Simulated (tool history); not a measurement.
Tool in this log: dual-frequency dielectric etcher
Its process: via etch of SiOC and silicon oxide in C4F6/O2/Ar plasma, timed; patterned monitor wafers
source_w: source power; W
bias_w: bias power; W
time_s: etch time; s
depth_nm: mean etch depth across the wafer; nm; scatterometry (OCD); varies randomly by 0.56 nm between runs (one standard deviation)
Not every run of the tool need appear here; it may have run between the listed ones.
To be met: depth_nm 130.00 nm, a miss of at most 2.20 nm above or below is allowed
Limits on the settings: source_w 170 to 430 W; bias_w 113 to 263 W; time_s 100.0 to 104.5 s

Run 1, hour 0.0: source_w 300 W, bias_w 188 W, time_s 100.0 s. Result: depth_nm 110.41 nm.
Run 2, hour 8.6: source_w 300 W, bias_w 188 W, time_s 104.5 s. Result: depth_nm 114.95 nm.
Run 3, hour 17.4: source_w 280 W, bias_w 188 W, time_s 104.5 s. Result: depth_nm 111.34 nm.
Run 4, hour 21.9: source_w 290 W, bias_w 189 W, time_s 104.5 s. Result: depth_nm 113.74 nm.
Run 5, hour 23.2: source_w 300 W, bias_w 190 W, time_s 104.5 s. Result: depth_nm 115.13 nm.
Run 6, hour 25.4: source_w 300 W, bias_w 190 W, time_s 100.0 s. Result: depth_nm 110.51 nm.
Run 7, hour 28.7: source_w 310 W, bias_w 191 W, time_s 100.0 s. Result: depth_nm 112.44 nm.
Run 8, hour 32.7: source_w 370 W, bias_w 201 W, time_s 100.0 s. Result: depth_nm 123.11 nm.
Run 9, hour 35.6: source_w 390 W, bias_w 203 W, time_s 100.0 s. Result: depth_nm 125.61 nm.
Run 10, hour 44.1: source_w 400 W, bias_w 204 W, time_s 100.0 s. Result: depth_nm 127.51 nm.

Which single option among these 5 for the next run brings every result within its allowed miss of target? Just one does.
Run A, hour 52.6: source_w 380 W, bias_w 222 W, time_s 101.0 s. Result: depth_nm ?.
Run B, hour 52.6: source_w 430 W, bias_w 217 W, time_s 100.0 s. Result: depth_nm ?.
Run C, hour 52.6: source_w 350 W, bias_w 200 W, time_s 102.5 s. Result: depth_nm ?.
Run D, hour 52.6: source_w 430 W, bias_w 200 W, time_s 103.0 s. Result: depth_nm ?.
Run E, hour 52.6: source_w 410 W, bias_w 207 W, time_s 104.5 s. Result: depth_nm ?.

move  depth_nm
   A    128.80
   B    133.32
   C    122.22
   D    133.92
   E    134.60
A: every result within its allowed miss
B: the result that was furthest off in the last run now lies on the other side of its target
C: lands further from the targets than the last run did
D: the result that was furthest off in the last run now lies on the other side of its target
E: the result that was furthest off in the last run now lies on the other side of its target
The move that meets every target is A.
